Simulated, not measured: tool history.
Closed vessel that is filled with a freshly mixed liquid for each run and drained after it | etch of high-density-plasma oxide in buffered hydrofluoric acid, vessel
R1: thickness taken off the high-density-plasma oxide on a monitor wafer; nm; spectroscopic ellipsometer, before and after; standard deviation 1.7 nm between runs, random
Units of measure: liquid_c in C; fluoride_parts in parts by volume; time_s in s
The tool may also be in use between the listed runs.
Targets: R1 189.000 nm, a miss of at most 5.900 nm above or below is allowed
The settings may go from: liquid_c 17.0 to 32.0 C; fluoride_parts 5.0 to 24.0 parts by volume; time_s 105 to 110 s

{"run": 1, "hour": 0.0, "liquid_c": 24.0, "fluoride_parts": 14.5, "time_s": 105, "R1": 93.326}
{"run": 2, "hour": 6.5, "liquid_c": 25.5, "fluoride_parts": 14.5, "time_s": 105, "R1": 102.47}
{"run": 3, "hour": 11.8, "liquid_c": 25.5, "fluoride_parts": 16.5, "time_s": 105, "R1": 90.293}
{"run": 4, "hour": 15.1, "liquid_c": 25.5, "fluoride_parts": 12.5, "time_s": 105, "R1": 119.23}
{"run": 5, "hour": 23.6, "liquid_c": 27.5, "fluoride_parts": 12.0, "time_s": 105, "R1": 139.12}
{"run": 6, "hour": 29.8, "liquid_c": 29.0, "fluoride_parts": 12.0, "time_s": 105, "R1": 147.92}
{"run": 7, "hour": 35.2, "liquid_c": 30.0, "fluoride_parts": 11.5, "time_s": 105, "R1": 165.96}
{"run": 8, "hour": 37.3, "liquid_c": 30.5, "fluoride_parts": 11.5, "time_s": 105, "R1": 170.53}

Which single option among these 4 for the next run brings every result within its allowed miss of target? Just one does.
{"run": "A", "hour": 39.4, "liquid_c": 30.0, "fluoride_parts": 10.5, "time_s": 110, "R1": "?"}
{"run": "B", "hour": 39.4, "liquid_c": 29.0, "fluoride_parts": 11.5, "time_s": 110, "R1": "?"}
{"run": "C", "hour": 39.4, "liquid_c": 32.0, "fluoride_parts": 12.0, "time_s": 105, "R1": "?"}
{"run": "D", "hour": 39.4, "liquid_c": 32.0, "fluoride_parts": 14.0, "time_s": 105, "R1": "?"}

move=A R1=185.370
move=B R1=160.960
move=C R1=172.450
move=D R1=148.350
A: every result within its allowed miss
B: further off than the last run
C: nearer the targets than the last run, but a result is still out of spec
D: further off than the last run
Answer: A
